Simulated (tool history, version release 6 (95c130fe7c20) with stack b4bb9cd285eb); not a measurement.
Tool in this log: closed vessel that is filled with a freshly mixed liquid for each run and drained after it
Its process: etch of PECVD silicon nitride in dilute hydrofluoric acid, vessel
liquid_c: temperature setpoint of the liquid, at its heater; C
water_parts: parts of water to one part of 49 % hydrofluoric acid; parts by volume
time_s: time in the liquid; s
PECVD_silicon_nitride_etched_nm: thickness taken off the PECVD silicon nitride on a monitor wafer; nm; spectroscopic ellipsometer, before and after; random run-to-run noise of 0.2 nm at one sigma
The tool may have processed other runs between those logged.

run,hour,liquid_c,water_parts,time_s,PECVD_silicon_nitride_etched_nm
1,0.0,23.0,105,290,13.694
2,2.7,25.0,105,290,15.540
3,5.9,25.0,90,290,17.873
4,9.5,26.0,90,290,19.486
5,16.2,26.5,90,290,19.989
6,17.0,26.5,90,215,14.886
7,25.1,30.5,70,215,24.253

Run 8, settings as shown, results not yet in. Your forecast:
8,27.3,30.0,70,215,?

PECVD_silicon_nitride_etched_nm: 23.734 nm
